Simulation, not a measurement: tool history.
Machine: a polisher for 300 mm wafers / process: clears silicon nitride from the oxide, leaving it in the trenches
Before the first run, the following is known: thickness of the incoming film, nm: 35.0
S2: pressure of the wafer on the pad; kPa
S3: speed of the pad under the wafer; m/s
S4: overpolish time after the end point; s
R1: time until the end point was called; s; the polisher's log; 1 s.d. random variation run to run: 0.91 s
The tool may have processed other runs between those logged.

Run 1, hour 0.0: flow of slurry (ml/min) 165, S2 11.7 kPa, S3 0.96 m/s, S4 11 s. Result: R1 51.843 s.
Run 2, hour 6.0: flow of slurry (ml/min) 165, S2 11.0 kPa, S3 0.96 m/s, S4 11 s. Result: R1 55.239 s.
Run 3, hour 12.2: flow of slurry (ml/min) 140, S2 11.0 kPa, S3 0.96 m/s, S4 11 s. Result: R1 57.063 s.
Run 4, hour 19.6: flow of slurry (ml/min) 125, S2 11.0 kPa, S3 0.96 m/s, S4 11 s. Result: R1 58.571 s.
Run 5, hour 26.3: flow of slurry (ml/min) 125, S2 10.3 kPa, S3 0.96 m/s, S4 11 s. Result: R1 61.458 s.
Run 6, hour 31.6: flow of slurry (ml/min) 125, S2 10.3 kPa, S3 0.96 m/s, S4 11 s. Result: R1 61.032 s.
Run 7, hour 38.4: flow of slurry (ml/min) 125, S2 9.7 kPa, S3 0.96 m/s, S4 11 s. Result: R1 65.057 s.
Run 8, hour 46.8: flow of slurry (ml/min) 125, S2 9.0 kPa, S3 0.96 m/s, S4 11 s. Result: R1 67.667 s.

Run 9 has not been measured yet. What should we expect?
Run 9, hour 55.6: flow of slurry (ml/min) 125, S2 8.3 kPa, S3 0.96 m/s, S4 11 s. Result: R1 ?.

{"run 9": {"R1": 73.585}}

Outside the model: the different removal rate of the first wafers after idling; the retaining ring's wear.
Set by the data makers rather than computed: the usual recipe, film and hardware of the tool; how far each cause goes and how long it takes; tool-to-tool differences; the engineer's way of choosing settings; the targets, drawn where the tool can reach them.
